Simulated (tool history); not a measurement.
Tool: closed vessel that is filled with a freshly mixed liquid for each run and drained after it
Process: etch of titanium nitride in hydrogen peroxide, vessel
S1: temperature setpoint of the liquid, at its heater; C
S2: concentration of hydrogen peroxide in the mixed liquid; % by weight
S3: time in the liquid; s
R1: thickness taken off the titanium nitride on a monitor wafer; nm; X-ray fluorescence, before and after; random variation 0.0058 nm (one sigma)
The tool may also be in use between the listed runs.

run 1 day=0.000 | S1=53.0 S2=19 S3=30 | R1=3.3836
run 2 day=0.171 | S1=59.0 S2=19 S3=30 | R1=5.1117
run 3 day=0.425 | S1=54.5 S2=19 S3=30 | R1=3.7712
run 4 day=0.462 | S1=60.5 S2=19 S3=30 | R1=5.6520
run 5 day=0.842 | S1=60.5 S2=17 S3=30 | R1=5.5573
run 6 day=1.133 | S1=55.5 S2=17 S3=30 | R1=3.9294
run 7 day=1.392 | S1=55.5 S2=17 S3=30 | R1=3.8905
run 8 day=1.771 | S1=52.0 S2=17 S3=30 | R1=3.0887
run 9 day=1.950 | S1=49.5 S2=17 S3=30 | R1=2.5823
run 10 day=2.183 | S1=48.0 S2=17 S3=30 | R1=2.3090
run 11 day=2.392 | S1=47.0 S2=17 S3=30 | R1=2.1527
run 12 day=2.442 | S1=46.0 S2=17 S3=30 | R1=1.9923
run 13 day=2.646 | S1=45.5 S2=17 S3=30 | R1=1.9331

Forecast run 14:
run 14 day=2.717 | S1=45.0 S2=17 S3=30 | R1=?

Run 14 gave R1 1.8511 nm.
